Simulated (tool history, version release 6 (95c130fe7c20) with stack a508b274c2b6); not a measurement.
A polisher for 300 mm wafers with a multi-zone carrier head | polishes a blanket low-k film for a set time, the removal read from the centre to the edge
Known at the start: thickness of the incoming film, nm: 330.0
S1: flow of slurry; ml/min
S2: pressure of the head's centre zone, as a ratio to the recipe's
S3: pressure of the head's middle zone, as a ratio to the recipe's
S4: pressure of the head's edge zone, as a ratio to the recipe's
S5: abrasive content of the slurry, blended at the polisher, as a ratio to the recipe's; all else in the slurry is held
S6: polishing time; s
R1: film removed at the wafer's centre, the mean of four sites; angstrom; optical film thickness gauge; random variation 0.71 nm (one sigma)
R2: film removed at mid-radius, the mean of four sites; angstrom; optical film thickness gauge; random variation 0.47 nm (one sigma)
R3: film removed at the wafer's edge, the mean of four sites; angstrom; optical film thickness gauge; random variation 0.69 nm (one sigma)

run  hour   S1    S2    S3    S4    S5  S6      R1      R2      R3
  1   0.0  220  1.00  1.00  1.00  1.00  90  509.60  519.55  503.08
  2   8.2  225  1.01  1.00  1.04  1.15  91  564.53  562.56  561.53
  3  10.8  235  1.01  1.01  1.08  1.25  91  590.67  586.37  583.19
  4  15.0  225  1.00  1.00  1.10  1.30  93  601.62  611.81  615.31
  5  21.7  225  1.00  0.94  1.10  1.30  93  600.75  580.21  601.45
  6  25.9  220  1.00  0.94  1.12  1.35  95  619.50  600.29  637.92

The next listed run, before its measurement:
  7  32.6  220  1.00  0.95  1.13  1.40  96   ?   ?   ?

Run 7 gave R1 629.21 angstrom, R2 617.49 angstrom, R3 642.93 angstrom.
